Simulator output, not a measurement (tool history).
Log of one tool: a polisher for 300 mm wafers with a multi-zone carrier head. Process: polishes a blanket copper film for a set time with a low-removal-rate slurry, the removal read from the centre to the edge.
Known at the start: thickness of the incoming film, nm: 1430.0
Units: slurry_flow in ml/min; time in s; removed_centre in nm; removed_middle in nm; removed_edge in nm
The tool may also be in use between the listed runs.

{"run": 1, "hour": 0.0, "slurry_flow": 220, "centre_zone": 1, "middle_zone": 1, "edge_zone": 1, "slurry_solids": 1, "time": 72, "removed_centre": 226.72, "removed_middle": 227.08, "removed_edge": 231.61}
{"run": 2, "hour": 6.7, "slurry_flow": 235, "centre_zone": 1.03, "middle_zone": 1.03, "edge_zone": 1.03, "slurry_solids": 1.05, "time": 72, "removed_centre": 240.25, "removed_middle": 246.35, "removed_edge": 237.79}
{"run": 3, "hour": 11.3, "slurry_flow": 235, "centre_zone": 0.97, "middle_zone": 1.03, "edge_zone": 1.03, "slurry_solids": 1.05, "time": 72, "removed_centre": 224.08, "removed_middle": 239.98, "removed_edge": 240.08}
{"run": 4, "hour": 17.4, "slurry_flow": 235, "centre_zone": 0.97, "middle_zone": 1.03, "edge_zone": 1.03, "slurry_solids": 1.05, "time": 89, "removed_centre": 279.26, "removed_middle": 304.61, "removed_edge": 296.24}
{"run": 5, "hour": 23.4, "slurry_flow": 235, "centre_zone": 0.97, "middle_zone": 1.03, "edge_zone": 1.03, "slurry_solids": 0.85, "time": 89, "removed_centre": 268.71, "removed_middle": 286.43, "removed_edge": 284.13}
{"run": 6, "hour": 25.7, "slurry_flow": 235, "centre_zone": 0.97, "middle_zone": 1.03, "edge_zone": 0.97, "slurry_solids": 0.85, "time": 89, "removed_centre": 264.43, "removed_middle": 285.64, "removed_edge": 273.49}
{"run": 7, "hour": 28.4, "slurry_flow": 240, "centre_zone": 0.98, "middle_zone": 1.02, "edge_zone": 0.97, "slurry_solids": 0.85, "time": 89, "removed_centre": 269.68, "removed_middle": 283.52, "removed_edge": 273.13}
{"hour": 35.9, "done": "edge zone pressure recalibrated"}
{"run": 8, "hour": 35.9, "slurry_flow": 245, "centre_zone": 0.99, "middle_zone": 1.02, "edge_zone": 0.97, "slurry_solids": 0.85, "time": 89, "removed_centre": 272.12, "removed_middle": 285.1, "removed_edge": 283.98}
{"run": 9, "hour": 36.6, "slurry_flow": 245, "centre_zone": 0.99, "middle_zone": 1.02, "edge_zone": 0.97, "slurry_solids": 0.85, "time": 89, "removed_centre": 273.23, "removed_middle": 284.19, "removed_edge": 285.18}

Expected results for the next run?
{"run": 10, "hour": 41.4, "slurry_flow": 240, "centre_zone": 1.01, "middle_zone": 1.03, "edge_zone": 0.96, "slurry_solids": 0.85, "time": 89, "removed_centre": "?", "removed_middle": "?", "removed_edge": "?"}

{"run 10": {"removed_centre": 281.7, "removed_middle": 285.53, "removed_edge": 282.18}}

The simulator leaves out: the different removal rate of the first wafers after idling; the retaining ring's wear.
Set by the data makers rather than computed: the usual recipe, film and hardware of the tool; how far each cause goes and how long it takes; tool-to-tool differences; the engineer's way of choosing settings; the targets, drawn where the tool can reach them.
